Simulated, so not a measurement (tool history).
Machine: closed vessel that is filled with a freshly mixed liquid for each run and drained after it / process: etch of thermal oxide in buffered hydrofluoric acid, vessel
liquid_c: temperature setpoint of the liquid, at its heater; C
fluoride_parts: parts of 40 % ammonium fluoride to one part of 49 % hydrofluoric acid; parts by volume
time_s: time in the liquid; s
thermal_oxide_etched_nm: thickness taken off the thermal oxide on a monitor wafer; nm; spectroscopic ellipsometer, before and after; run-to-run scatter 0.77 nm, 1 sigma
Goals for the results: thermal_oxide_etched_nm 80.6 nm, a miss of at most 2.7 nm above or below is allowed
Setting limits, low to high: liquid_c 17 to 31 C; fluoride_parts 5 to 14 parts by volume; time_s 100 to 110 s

run 1 hour=0 | liquid_c=23 fluoride_parts=8.5 time_s=100 | thermal_oxide_etched_nm=124.62
run 2 hour=1.4 | liquid_c=23 fluoride_parts=6.5 time_s=100 | thermal_oxide_etched_nm=161.11
run 3 hour=9.5 | liquid_c=21.5 fluoride_parts=7 time_s=100 | thermal_oxide_etched_nm=139.09
run 4 hour=11.4 | liquid_c=21.5 fluoride_parts=8.5 time_s=100 | thermal_oxide_etched_nm=113.99
run 5 hour=15 | liquid_c=20.5 fluoride_parts=8.5 time_s=100 | thermal_oxide_etched_nm=107.65
run 6 hour=19 | liquid_c=20.5 fluoride_parts=8.5 time_s=110 | thermal_oxide_etched_nm=118.54
run 7 hour=23.3 | liquid_c=19.5 fluoride_parts=9 time_s=110 | thermal_oxide_etched_nm=105.5
run 8 hour=28.1 | liquid_c=19.5 fluoride_parts=9 time_s=110 | thermal_oxide_etched_nm=105.66
run 9 hour=36.6 | liquid_c=19 fluoride_parts=9 time_s=110 | thermal_oxide_etched_nm=103.62

Pick the move, out of 4, that brings all results within their allowed miss; only one does.
run A hour=45.1 | liquid_c=17.5 fluoride_parts=9.5 time_s=105 | thermal_oxide_etched_nm=?
run B hour=45.1 | liquid_c=21 fluoride_parts=8.5 time_s=110 | thermal_oxide_etched_nm=?
run C hour=45.1 | liquid_c=18.5 fluoride_parts=11.5 time_s=100 | thermal_oxide_etched_nm=?
run D hour=45.1 | liquid_c=21.5 fluoride_parts=12.5 time_s=100 | thermal_oxide_etched_nm=?

move=A thermal_oxide_etched_nm=87.003
move=B thermal_oxide_etched_nm=122.17
move=C thermal_oxide_etched_nm=74.085
move=D thermal_oxide_etched_nm=80.779
A: nearer than the last run, and not there yet
B: further off than the last run
C: takes the result that was furthest off past its target
D: every result within its allowed miss
D meets every target.

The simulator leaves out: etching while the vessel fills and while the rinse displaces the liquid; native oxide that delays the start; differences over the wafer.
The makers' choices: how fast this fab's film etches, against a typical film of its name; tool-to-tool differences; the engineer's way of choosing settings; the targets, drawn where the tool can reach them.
